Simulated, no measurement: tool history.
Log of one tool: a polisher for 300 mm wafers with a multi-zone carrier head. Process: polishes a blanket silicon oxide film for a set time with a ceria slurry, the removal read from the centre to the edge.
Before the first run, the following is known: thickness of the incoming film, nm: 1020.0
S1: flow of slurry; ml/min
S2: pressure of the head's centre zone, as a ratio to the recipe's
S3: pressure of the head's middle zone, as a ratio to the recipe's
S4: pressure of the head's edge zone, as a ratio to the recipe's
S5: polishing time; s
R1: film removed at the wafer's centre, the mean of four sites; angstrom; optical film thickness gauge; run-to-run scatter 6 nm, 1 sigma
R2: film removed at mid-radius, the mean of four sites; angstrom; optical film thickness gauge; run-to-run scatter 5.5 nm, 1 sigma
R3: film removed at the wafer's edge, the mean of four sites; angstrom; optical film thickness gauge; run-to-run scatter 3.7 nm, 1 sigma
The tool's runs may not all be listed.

| run | hour | S1 | S2 | S3 | S4 | S5 | R1 | R2 | R3 |
|---|---|---|---|---|---|---|---|---|---|
| 1 | 0.0 | 280 | 1.00 | 1.00 | 1.00 | 57 | 2983.2 | 2903.4 | 3064.2 |
| 2 | 1.9 | 280 | 1.00 | 1.00 | 1.00 | 50 | 2613.3 | 2625.9 | 2671.3 |
| 3 | 8.7 | 280 | 1.00 | 1.00 | 0.96 | 50 | 2653.2 | 2532.9 | 2630.0 |
| 4 | 14.1 | 290 | 1.04 | 1.03 | 0.98 | 53 | 2903.4 | 2722.4 | 2854.9 |
| 5 | 18.4 | 285 | 1.04 | 1.07 | 0.94 | 57 | 3060.9 | 3142.0 | 3032.3 |
| 6 | 24.0 | 290 | 1.08 | 1.09 | 0.93 | 59 | 3432.8 | 3147.6 | 3103.0 |
| 7 | 31.5 | 295 | 1.09 | 1.11 | 0.93 | 61 | 3516.8 | 3301.8 | 3204.3 |

Predict the results of run 8:
| 8 | 36.6 | 295 | 1.10 | 1.12 | 0.93 | 63 | ? | ? | ? |

R1: 3661.9 angstrom
R2: 3636.6 angstrom
R3: 3330.5 angstrom
